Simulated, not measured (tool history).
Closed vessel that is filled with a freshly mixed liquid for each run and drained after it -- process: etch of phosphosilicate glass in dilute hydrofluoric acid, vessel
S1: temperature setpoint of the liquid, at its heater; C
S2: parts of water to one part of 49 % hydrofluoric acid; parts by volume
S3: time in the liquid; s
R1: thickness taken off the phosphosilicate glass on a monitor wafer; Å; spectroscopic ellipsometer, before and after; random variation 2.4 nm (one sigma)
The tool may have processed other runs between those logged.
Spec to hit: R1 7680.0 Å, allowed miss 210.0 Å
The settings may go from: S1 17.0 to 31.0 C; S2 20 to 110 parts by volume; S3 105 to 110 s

run  hour    S1  S2   S3      R1
  1   0.0  23.0  60  105  3257.1
  2   4.4  20.5  60  105  2930.6
  3   6.8  20.5  60  110  3076.3
  4  10.4  20.5  60  105  2944.3
  5  17.1  20.5  60  105  2947.1
  6  20.9  18.5  60  105  2688.6
  7  28.7  18.5  60  105  2693.2
  8  32.8  22.5  35  105  5652.2
  9  33.9  26.5  35  105  6683.0
 10  39.2  27.5  35  105  6933.3
 11  45.3  27.5  35  105  6936.3
 12  48.7  28.0  35  105  7086.3
 13  53.9  28.5  35  105  7264.3
 14  54.9  29.0  35  105  7388.6

Of the 4 settings listed for the next run, only one would bring every result within its allowed miss of target. Which one?
  A  55.9  28.5  35  105   ?
  B  55.9  30.0  35  110   ?
  C  55.9  27.0  30  110   ?
  D  55.9  30.0  35  105   ?

move      R1
   A  7226.5
   B  8039.3
   C  8372.5
   D  7673.9
A: lands further from the targets than the last run did
B: the result that was furthest off in the last run now lies on the other side of its target
C: the result that was furthest off in the last run now lies on the other side of its target
D: hits every target within its allowed miss
Answer: D
